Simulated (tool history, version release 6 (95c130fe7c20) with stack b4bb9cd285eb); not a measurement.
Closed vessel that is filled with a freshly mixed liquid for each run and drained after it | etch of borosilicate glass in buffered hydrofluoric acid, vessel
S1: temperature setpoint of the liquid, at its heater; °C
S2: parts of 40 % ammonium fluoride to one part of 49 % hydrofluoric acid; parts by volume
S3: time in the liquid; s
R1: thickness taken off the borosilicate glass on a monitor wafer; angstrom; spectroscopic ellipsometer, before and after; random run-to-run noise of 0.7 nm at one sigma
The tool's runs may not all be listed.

run    day    S1    S2   S3      R1
  1      0    25  12.5  100  920.99
  2  0.254    24  12.5  100  868.79
  3  0.596    27  12.5  100  1029.4
  4  0.904  25.5  12.5  100  932.47
  5  1.017    22  12.5  100  784.87
  6  1.233    22  10.5  100  926.02

Expected results for the next run?
  7  1.512  21  10.5  100   ?

R1: 865.06 angstrom

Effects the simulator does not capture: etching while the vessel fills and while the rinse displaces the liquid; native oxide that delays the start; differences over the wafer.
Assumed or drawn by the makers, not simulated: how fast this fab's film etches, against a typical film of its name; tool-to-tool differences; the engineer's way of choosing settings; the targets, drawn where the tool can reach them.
